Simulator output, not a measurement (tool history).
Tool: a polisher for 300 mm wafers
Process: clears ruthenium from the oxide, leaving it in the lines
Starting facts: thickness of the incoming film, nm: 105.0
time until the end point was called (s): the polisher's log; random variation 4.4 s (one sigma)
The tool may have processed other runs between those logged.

run    day  flow of slurry (ml/min)  pressure of the wafer on the pad (psi)  speed of the pad under the wafer (cm/s)  overpolish time after the end point (s)  time until the end point was called (s)
  1  0.000                      165                                     1.4                                       96                                       23                                   147.58
  2  0.375                      165                                     1.4                                       96                                       25                                   146.73
  3  0.750                      165                                     1.4                                       86                                       25                                   165.24
  4  1.054                      165                                     1.7                                       86                                       25                                   135.40
  5  1.238                      165                                     1.5                                       84                                       25                                   150.46
  6  1.488                      165                                     1.5                                      106                                       25                                   122.32

For run 7, what comes out?
  7  1.771                      165                                     1.3                                      104                                       25                                        ?

{"run 7": {"time until the end point was called (s)": 146.33}}

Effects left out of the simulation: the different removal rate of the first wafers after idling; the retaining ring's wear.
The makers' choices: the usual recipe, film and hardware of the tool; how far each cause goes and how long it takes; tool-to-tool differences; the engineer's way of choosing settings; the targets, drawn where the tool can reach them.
